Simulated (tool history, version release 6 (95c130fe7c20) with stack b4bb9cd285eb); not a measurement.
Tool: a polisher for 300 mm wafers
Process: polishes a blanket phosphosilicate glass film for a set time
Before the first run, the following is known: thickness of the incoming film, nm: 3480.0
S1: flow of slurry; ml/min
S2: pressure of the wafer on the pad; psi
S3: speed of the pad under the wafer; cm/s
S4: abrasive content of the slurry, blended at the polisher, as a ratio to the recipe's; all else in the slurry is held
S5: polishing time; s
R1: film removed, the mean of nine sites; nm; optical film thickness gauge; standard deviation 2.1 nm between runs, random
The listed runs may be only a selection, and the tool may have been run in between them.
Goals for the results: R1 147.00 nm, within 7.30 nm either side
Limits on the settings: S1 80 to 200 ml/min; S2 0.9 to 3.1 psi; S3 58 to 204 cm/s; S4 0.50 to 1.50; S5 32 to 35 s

run,hour,S1,S2,S3,S4,S5,R1
1,0.0,130,2.0,130,1.00,35,275.47
2,5.9,130,1.7,126,1.00,35,223.17
3,7.4,130,1.5,124,1.00,35,197.23
4,8.4,130,1.4,124,1.00,35,186.18
5,11.2,130,1.3,124,1.00,35,171.16
6,14.5,130,1.3,124,1.15,35,182.64
7,23.2,130,1.2,124,1.15,35,176.44
8,30.5,130,1.1,124,1.15,35,154.50

Below are 4 possible settings for the next run. Only one of them brings all results inside the allowed miss of their targets. Which is it?
A,37.8,145,0.9,124,1.20,32,?
B,37.8,120,1.2,136,0.95,35,?
C,37.8,145,0.9,116,1.30,33,?
D,37.8,165,0.9,134,1.10,35,?

move,R1
A,123.89
B,163.86
C,124.81
D,143.36
A: takes the result that was furthest off past its target
B: lands further from the targets than the last run did
C: takes the result that was furthest off past its target
D: each result inside its tolerance
Answer: D
